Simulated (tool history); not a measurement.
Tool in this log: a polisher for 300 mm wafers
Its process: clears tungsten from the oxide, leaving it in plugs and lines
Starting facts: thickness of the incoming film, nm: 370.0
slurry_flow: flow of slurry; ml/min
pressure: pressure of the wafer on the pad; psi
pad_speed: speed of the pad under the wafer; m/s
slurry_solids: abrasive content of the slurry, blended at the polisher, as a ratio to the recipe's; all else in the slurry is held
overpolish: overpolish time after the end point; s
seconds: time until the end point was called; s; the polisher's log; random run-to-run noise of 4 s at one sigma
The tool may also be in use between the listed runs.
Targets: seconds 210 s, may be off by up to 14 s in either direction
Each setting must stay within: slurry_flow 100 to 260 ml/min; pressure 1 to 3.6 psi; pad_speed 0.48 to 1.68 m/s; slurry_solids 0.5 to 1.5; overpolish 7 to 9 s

run	day	slurry_flow	pressure	pad_speed	slurry_solids	overpolish	seconds
1	0	165	2.3	1.08	1	9	127.46
2	0.325	165	2.1	1.06	1	9	139.81
3	0.417	165	1.9	1.04	1	9	147.83
4	0.742	165	1.8	1.02	1	9	155.34
5	0.962	165	2.3	1.02	1	9	135.55
6	1.1	165	2.3	1.28	1	9	106.95
7	1.329	165	2.3	1.28	1	9	110.87
8	1.579	165	2.1	1.22	1	9	121.21
9	1.746	165	1.9	1.16	1	9	137.13
10	2.054	165	1.7	1.12	1	9	147.74
11	2.321	165	1.6	1.08	1	9	159.05
12	2.662	165	1.5	1.06	1	9	171.56

4 candidate next runs follow, results not yet known. Just one meets every target within its allowed miss. Identify it.
A	3.004	210	1.3	1.02	1	7	?
B	3.004	165	1.4	1.06	1	9	?
C	3.004	155	1	1.14	1.45	9	?
D	3.004	180	1	1.1	0.9	7	?

move	seconds
A	184.43
B	175.81
C	179.93
D	206.1
A: better than the last run, though not everything is in spec
B: better than the last run, though not everything is in spec
C: better than the last run, though not everything is in spec
D: hits every target within its allowed miss
The move that meets every target is D.

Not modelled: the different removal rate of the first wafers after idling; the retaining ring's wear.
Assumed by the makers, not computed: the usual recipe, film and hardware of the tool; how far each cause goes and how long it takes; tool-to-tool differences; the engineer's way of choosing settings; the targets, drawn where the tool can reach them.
